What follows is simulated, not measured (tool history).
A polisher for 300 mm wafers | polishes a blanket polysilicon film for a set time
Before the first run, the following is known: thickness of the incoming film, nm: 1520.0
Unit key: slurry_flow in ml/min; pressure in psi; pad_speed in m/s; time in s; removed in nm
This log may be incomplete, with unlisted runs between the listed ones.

run    day  slurry_flow  pressure  pad_speed  time  removed
  1      0          265       2.9       0.94    24   202.79
  2  0.342          265       2.9       1.16    24   243.04
  3  0.404          265       2.6       1.12    24   218.44
  4  0.504          265       2.6       1.12    21   191.82
  5  0.712          265       2.6       1.12    24   218.89
  6  0.767          265       2.6       1.32    24   254.35
  7  1.054          265       2.3       1.24    24   219.96
  8  1.379          265       2.3       1.24    24   219.59

Run 9 is up next; what results do you expect?
  9  1.554          260       1.5       0.98    24        ?

{"run 9": {"removed": 137.77}}

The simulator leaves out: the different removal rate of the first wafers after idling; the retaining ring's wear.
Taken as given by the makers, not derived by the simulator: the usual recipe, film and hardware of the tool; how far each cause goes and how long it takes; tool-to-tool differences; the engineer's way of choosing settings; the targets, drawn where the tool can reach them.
